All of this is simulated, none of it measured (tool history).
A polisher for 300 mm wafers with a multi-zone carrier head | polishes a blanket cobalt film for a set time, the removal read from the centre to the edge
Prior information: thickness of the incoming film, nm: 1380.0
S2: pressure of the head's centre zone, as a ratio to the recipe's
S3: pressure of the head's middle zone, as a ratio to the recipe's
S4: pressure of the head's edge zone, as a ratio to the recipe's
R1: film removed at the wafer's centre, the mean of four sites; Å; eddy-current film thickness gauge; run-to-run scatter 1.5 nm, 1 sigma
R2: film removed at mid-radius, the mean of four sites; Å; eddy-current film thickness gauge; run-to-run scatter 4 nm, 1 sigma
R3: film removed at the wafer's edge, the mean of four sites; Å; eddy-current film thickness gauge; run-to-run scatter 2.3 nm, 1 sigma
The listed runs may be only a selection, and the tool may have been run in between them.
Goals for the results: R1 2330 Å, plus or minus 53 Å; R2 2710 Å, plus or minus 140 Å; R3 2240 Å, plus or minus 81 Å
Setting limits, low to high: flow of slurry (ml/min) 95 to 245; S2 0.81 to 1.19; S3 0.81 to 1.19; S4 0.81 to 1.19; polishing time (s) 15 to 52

run 1 hour=0 | flow_of_slurry_(ml/min)=155 S2=1 S3=1 S4=1 polishing_time_(s)=33 | R1=1707.9 R2=1672.7 R3=1672.9
run 2 hour=6.1 | flow_of_slurry_(ml/min)=165 S2=1 S3=1.04 S4=1 polishing_time_(s)=35 | R1=1822.1 R2=1867 R3=1750
run 3 hour=10.3 | flow_of_slurry_(ml/min)=170 S2=1 S3=1.07 S4=1.02 polishing_time_(s)=36 | R1=1886 R2=1995 R3=1828.1
run 4 hour=13.6 | flow_of_slurry_(ml/min)=170 S2=1 S3=1.07 S4=1.02 polishing_time_(s)=31 | R1=1647.2 R2=1662.3 R3=1571.4
run 5 hour=16.4 | flow_of_slurry_(ml/min)=170 S2=1 S3=1.09 S4=1.03 polishing_time_(s)=33 | R1=1734.8 R2=1836.3 R3=1661
run 6 hour=19 | flow_of_slurry_(ml/min)=170 S2=1.01 S3=1.11 S4=1.05 polishing_time_(s)=35 | R1=1868 R2=1970.9 R3=1754.2
run 7 hour=22.7 | flow_of_slurry_(ml/min)=170 S2=1.01 S3=1.11 S4=1.05 polishing_time_(s)=35 | R1=1886.8 R2=1927.5 R3=1779.6
run 8 hour=29.8 | flow_of_slurry_(ml/min)=180 S2=1 S3=1.12 S4=1.05 polishing_time_(s)=36 | R1=1928.8 R2=2019.4 R3=1863.3
run 9 hour=32.1 | flow_of_slurry_(ml/min)=180 S2=1 S3=1.13 S4=1.04 polishing_time_(s)=38 | R1=2017.5 R2=2163.3 R3=1936.7
run 10 hour=34.1 | flow_of_slurry_(ml/min)=180 S2=1 S3=1.14 S4=1.03 polishing_time_(s)=39 | R1=2074.7 R2=2260.8 R3=1988.1
run 11 hour=42.5 | flow_of_slurry_(ml/min)=185 S2=1 S3=1.15 S4=1.02 polishing_time_(s)=40 | R1=2148.5 R2=2323.8 R3=2048.4
run 12 hour=43.5 | flow_of_slurry_(ml/min)=180 S2=1 S3=1.16 S4=1.01 polishing_time_(s)=41 | R1=2193.1 R2=2406.5 R3=2087.9
run 13 hour=49.6 | flow_of_slurry_(ml/min)=185 S2=0.99 S3=1.17 S4=1 polishing_time_(s)=42 | R1=2237.9 R2=2502.3 R3=2097.6
run 14 hour=57.8 | flow_of_slurry_(ml/min)=190 S2=0.98 S3=1.17 S4=1 polishing_time_(s)=42 | R1=2234.3 R2=2406.2 R3=2110.9
run 15 hour=59.1 | flow_of_slurry_(ml/min)=185 S2=0.99 S3=1.17 S4=1.02 polishing_time_(s)=42 | R1=2233.5 R2=2484.4 R3=2156.1
run 16 hour=65 | flow_of_slurry_(ml/min)=180 S2=0.99 S3=1.17 S4=1.02 polishing_time_(s)=42 | R1=2216.4 R2=2509.2 R3=2138.6
run 17 hour=72.2 | flow_of_slurry_(ml/min)=175 S2=1 S3=1.17 S4=1.03 polishing_time_(s)=42 | R1=2231.6 R2=2436.4 R3=2154.5
run 18 hour=76.9 | flow_of_slurry_(ml/min)=180 S2=0.99 S3=1.17 S4=1.02 polishing_time_(s)=42 | R1=2224.9 R2=2468.9 R3=2115.3
run 19 hour=81.7 | flow_of_slurry_(ml/min)=175 S2=0.99 S3=1.17 S4=1.02 polishing_time_(s)=43 | R1=2298.1 R2=2551.4 R3=2169.6
run 20 hour=86.4 | flow_of_slurry_(ml/min)=170 S2=0.98 S3=1.17 S4=1.03 polishing_time_(s)=43 | R1=2243.5 R2=2508.7 R3=2166.7
run 21 hour=94 | flow_of_slurry_(ml/min)=170 S2=0.98 S3=1.17 S4=1.02 polishing_time_(s)=43 | R1=2247 R2=2509.5 R3=2195

Pick the move, out of 4, that brings all results within their allowed miss; only one does.
run A hour=101.6 | flow_of_slurry_(ml/min)=180 S2=1.04 S3=1.14 S4=0.98 polishing_time_(s)=42 | R1=? R2=? R3=?
run B hour=101.6 | flow_of_slurry_(ml/min)=150 S2=0.97 S3=1.19 S4=0.91 polishing_time_(s)=44 | R1=? R2=? R3=?
run C hour=101.6 | flow_of_slurry_(ml/min)=200 S2=0.97 S3=1.19 S4=0.98 polishing_time_(s)=44 | R1=? R2=? R3=?
run D hour=101.6 | flow_of_slurry_(ml/min)=170 S2=1.07 S3=1.13 S4=1.09 polishing_time_(s)=41 | R1=? R2=? R3=?

move=A R1=2308.6 R2=2416.9 R3=2103.8
move=B R1=2237.2 R2=2570.4 R3=2093
move=C R1=2326.3 R2=2660.6 R3=2222.2
move=D R1=2285.6 R2=2324.9 R3=2153.3
A: the worst result of the last run now meets its target, but another is out of spec
B: misses by more than the last run did
C: all results in spec
D: the worst result of the last run now meets its target, but another is out of spec
The move that meets every target is C.

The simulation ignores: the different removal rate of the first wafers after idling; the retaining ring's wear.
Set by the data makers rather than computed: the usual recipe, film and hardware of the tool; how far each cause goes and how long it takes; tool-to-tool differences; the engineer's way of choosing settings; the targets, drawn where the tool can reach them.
